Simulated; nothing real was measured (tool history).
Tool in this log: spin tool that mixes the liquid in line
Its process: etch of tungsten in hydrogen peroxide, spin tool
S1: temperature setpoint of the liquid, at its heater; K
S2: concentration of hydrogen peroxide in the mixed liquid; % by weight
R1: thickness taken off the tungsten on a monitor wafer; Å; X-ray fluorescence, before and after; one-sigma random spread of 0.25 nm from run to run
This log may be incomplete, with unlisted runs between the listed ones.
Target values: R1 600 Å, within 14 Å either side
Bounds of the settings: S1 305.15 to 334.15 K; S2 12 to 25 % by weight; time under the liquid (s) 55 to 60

{"run": 1, "hour": 0.0, "S1": 318.15, "S2": 17, "time under the liquid (s)": 55, "R1": 915.35}
{"run": 2, "hour": 0.9, "S1": 316.65, "S2": 17, "time under the liquid (s)": 55, "R1": 830.33}
{"run": 3, "hour": 7.7, "S1": 320.15, "S2": 17, "time under the liquid (s)": 55, "R1": 1040.2}
{"run": 4, "hour": 15.1, "S1": 326.15, "S2": 17, "time under the liquid (s)": 55, "R1": 1492.7}
{"run": 5, "hour": 15.6, "S1": 319.15, "S2": 17, "time under the liquid (s)": 55, "R1": 970.49}
{"run": 6, "hour": 21.4, "S1": 317.65, "S2": 17, "time under the liquid (s)": 55, "R1": 887.93}
{"run": 7, "hour": 30.1, "S1": 316.15, "S2": 17, "time under the liquid (s)": 55, "R1": 803.57}
{"run": 8, "hour": 36.2, "S1": 316.15, "S2": 17, "time under the liquid (s)": 55, "R1": 803.29}
{"run": 9, "hour": 36.8, "S1": 315.15, "S2": 17, "time under the liquid (s)": 55, "R1": 750.86}
{"run": 10, "hour": 41.5, "S1": 314.15, "S2": 17, "time under the liquid (s)": 55, "R1": 709.75}
{"run": 11, "hour": 43.1, "S1": 313.65, "S2": 17, "time under the liquid (s)": 55, "R1": 683.85}
{"run": 12, "hour": 48.3, "S1": 313.15, "S2": 17, "time under the liquid (s)": 55, "R1": 661.17}
{"run": 13, "hour": 49.8, "S1": 312.65, "S2": 17, "time under the liquid (s)": 55, "R1": 640.9}
{"run": 14, "hour": 58.8, "S1": 312.15, "S2": 17, "time under the liquid (s)": 55, "R1": 620.53}

Exactly one of the 4 candidate moves below puts every result within its allowed miss. Which one?
{"run": "A", "hour": 67.8, "S1": 308.65, "S2": 21, "time under the liquid (s)": 60, "R1": "?"}
{"run": "B", "hour": 67.8, "S1": 311.15, "S2": 18, "time under the liquid (s)": 60, "R1": "?"}
{"run": "C", "hour": 67.8, "S1": 314.15, "S2": 14.5, "time under the liquid (s)": 55, "R1": "?"}
{"run": "D", "hour": 67.8, "S1": 312.65, "S2": 17.5, "time under the liquid (s)": 55, "R1": "?"}

move=A R1=591.93
move=B R1=647.98
move=C R1=649.53
move=D R1=646.77
A: each result inside its tolerance
B: lands further from the targets than the last run did
C: lands further from the targets than the last run did
D: lands further from the targets than the last run did
The move that meets every target is A.
